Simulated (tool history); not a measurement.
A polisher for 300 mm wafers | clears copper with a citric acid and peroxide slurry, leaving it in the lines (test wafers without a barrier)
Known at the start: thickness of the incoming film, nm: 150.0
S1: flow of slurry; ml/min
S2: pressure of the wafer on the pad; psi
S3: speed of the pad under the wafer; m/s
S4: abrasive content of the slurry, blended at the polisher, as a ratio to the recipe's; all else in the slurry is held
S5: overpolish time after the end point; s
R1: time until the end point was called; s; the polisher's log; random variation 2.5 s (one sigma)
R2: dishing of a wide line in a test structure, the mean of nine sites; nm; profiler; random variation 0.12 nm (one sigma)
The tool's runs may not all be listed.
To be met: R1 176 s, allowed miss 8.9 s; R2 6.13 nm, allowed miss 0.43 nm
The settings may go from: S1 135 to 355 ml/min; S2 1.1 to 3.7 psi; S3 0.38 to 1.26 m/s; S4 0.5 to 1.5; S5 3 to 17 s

Run 1, hour 0: S1 225 ml/min, S2 2.4 psi, S3 0.82 m/s, S4 1, S5 9 s. Result: R1 94.207 s, R2 10.083 nm.
Run 2, hour 1.9: S1 225 ml/min, S2 2.4 psi, S3 1 m/s, S4 1, S5 9 s. Result: R1 78.481 s, R2 12.529 nm.
Run 3, hour 6.3: S1 225 ml/min, S2 2.9 psi, S3 1 m/s, S4 1, S5 9 s. Result: R1 65.853 s, R2 14.781 nm.
Run 4, hour 11.3: S1 225 ml/min, S2 2.7 psi, S3 0.96 m/s, S4 1, S5 9 s. Result: R1 72.068 s, R2 13.3 nm.
Run 5, hour 19.7: S1 225 ml/min, S2 2.7 psi, S3 0.96 m/s, S4 0.9, S5 9 s. Result: R1 73.16 s, R2 12.873 nm.
Run 6, hour 20.6: S1 225 ml/min, S2 2.5 psi, S3 0.92 m/s, S4 0.9, S5 9 s. Result: R1 81.631 s, R2 11.584 nm.
Run 7, hour 23.5: S1 225 ml/min, S2 2.3 psi, S3 0.88 m/s, S4 0.9, S5 9 s. Result: R1 94.778 s, R2 10.397 nm.
Run 8, hour 31.6: S1 220 ml/min, S2 1.7 psi, S3 0.8 m/s, S4 0.9, S5 9 s. Result: R1 135.15 s, R2 7.4142 nm.

5 next moves are on the table. One of them brings every result within its allowed miss. Which?
Run A, hour 39.7: S1 245 ml/min, S2 1.6 psi, S3 0.76 m/s, S4 0.85, S5 12 s. Result: R1 ?, R2 ?.
Run B, hour 39.7: S1 225 ml/min, S2 1.9 psi, S3 0.92 m/s, S4 1.05, S5 6 s. Result: R1 ?, R2 ?.
Run C, hour 39.7: S1 240 ml/min, S2 2 psi, S3 1 m/s, S4 0.9, S5 9 s. Result: R1 ?, R2 ?.
Run D, hour 39.7: S1 280 ml/min, S2 1.2 psi, S3 0.82 m/s, S4 0.75, S5 15 s. Result: R1 ?, R2 ?.
Run E, hour 39.7: S1 190 ml/min, S2 1.1 psi, S3 0.96 m/s, S4 0.7, S5 10 s. Result: R1 ?, R2 ?.

move      R1      R2
   A  144.18  9.0958
   B  100.46   6.608
   C  90.747  10.791
   D  172.32  9.4536
   E   170.1  6.4706
A: further off than the last run
B: further off than the last run
C: further off than the last run
D: brings the result that was furthest off to its target, and leaves another outside
E: meets every target
Answer: E

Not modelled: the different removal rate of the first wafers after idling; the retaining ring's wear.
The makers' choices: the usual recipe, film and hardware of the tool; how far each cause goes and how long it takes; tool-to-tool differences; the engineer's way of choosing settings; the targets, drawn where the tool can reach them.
